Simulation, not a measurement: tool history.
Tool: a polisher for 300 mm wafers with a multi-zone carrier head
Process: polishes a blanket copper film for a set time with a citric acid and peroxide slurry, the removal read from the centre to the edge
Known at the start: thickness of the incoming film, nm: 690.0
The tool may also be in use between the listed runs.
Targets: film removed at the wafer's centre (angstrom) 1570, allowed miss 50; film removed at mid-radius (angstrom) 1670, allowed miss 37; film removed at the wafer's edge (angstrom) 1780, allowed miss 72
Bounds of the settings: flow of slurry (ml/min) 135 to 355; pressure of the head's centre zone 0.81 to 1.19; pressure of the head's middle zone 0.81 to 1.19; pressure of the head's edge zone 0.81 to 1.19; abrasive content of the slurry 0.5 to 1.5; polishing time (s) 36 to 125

run	hour	flow of slurry (ml/min)	pressure of the head's centre zone	pressure of the head's middle zone	pressure of the head's edge zone	abrasive content of the slurry	polishing time (s)	film removed at the wafer's centre (angstrom)	film removed at mid-radius (angstrom)	film removed at the wafer's edge (angstrom)
1	0	225	1	1	1	1	80	1411.4	1427	1411.9
2	7.3	265	1	1	1	1	80	1457.3	1442.5	1459.4
3	11.6	315	1	1	1	1	80	1480.4	1486.8	1421.3
4	19.8	315	1	0.92	1	1	80	1468.7	1375.8	1463
5	20.7	305	0.99	0.93	1.02	1.1	81	1505.3	1429.4	1526.5
6	26.3	350	0.99	0.93	1.02	1.1	81	1510.2	1464.2	1521.6
7	27.3	340	0.98	0.94	1.04	1.15	81	1502.6	1475.5	1571.5
8	33.3	340	0.98	0.96	1.06	1.2	81	1516.2	1529.7	1593
9	37.2	325	0.95	0.97	1.16	1.45	83	1564.5	1617.2	1765.3

5 next moves are on the table. One of them brings every result within its allowed miss. Which?
A	41.1	305	0.97	0.96	1.11	1.4	81	?	?	?
B	41.1	340	0.93	0.98	1.13	1.5	84	?	?	?
C	41.1	330	0.89	0.99	1.17	1.35	84	?	?	?
D	41.1	320	0.94	0.95	1.15	1.4	84	?	?	?
E	41.1	355	0.97	0.99	1.19	1.45	79	?	?	?

move	film removed at the wafer's centre (angstrom)	film removed at mid-radius (angstrom)	film removed at the wafer's edge (angstrom)
A	1556.3	1532.9	1674.7
B	1586.4	1657.3	1791
C	1480.1	1630.8	1779.6
D	1570.9	1582.7	1774.6
E	1551.6	1565.8	1722.3
A: further off than the last run
B: meets every target
C: further off than the last run
D: further off than the last run
E: further off than the last run
Answer: B
